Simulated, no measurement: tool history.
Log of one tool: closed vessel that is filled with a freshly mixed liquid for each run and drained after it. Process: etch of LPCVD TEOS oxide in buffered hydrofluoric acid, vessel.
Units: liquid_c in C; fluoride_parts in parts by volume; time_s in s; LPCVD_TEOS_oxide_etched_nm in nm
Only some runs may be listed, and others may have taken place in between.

run 1 hour=0.0 | liquid_c=22.0 fluoride_parts=18.5 time_s=105 | LPCVD_TEOS_oxide_etched_nm=132.930
run 2 hour=6.1 | liquid_c=21.0 fluoride_parts=19.0 time_s=105 | LPCVD_TEOS_oxide_etched_nm=123.120
run 3 hour=15.0 | liquid_c=18.0 fluoride_parts=19.0 time_s=105 | LPCVD_TEOS_oxide_etched_nm=103.840
run 4 hour=17.0 | liquid_c=18.0 fluoride_parts=23.5 time_s=105 | LPCVD_TEOS_oxide_etched_nm=89.307
run 5 hour=21.1 | liquid_c=18.0 fluoride_parts=28.0 time_s=105 | LPCVD_TEOS_oxide_etched_nm=78.014
run 6 hour=28.7 | liquid_c=18.5 fluoride_parts=28.0 time_s=105 | LPCVD_TEOS_oxide_etched_nm=80.698

Run 7, settings as shown, results not yet in. Your forecast:
run 7 hour=35.7 | liquid_c=19.0 fluoride_parts=28.0 time_s=105 | LPCVD_TEOS_oxide_etched_nm=?

LPCVD_TEOS_oxide_etched_nm: 82.710 nm
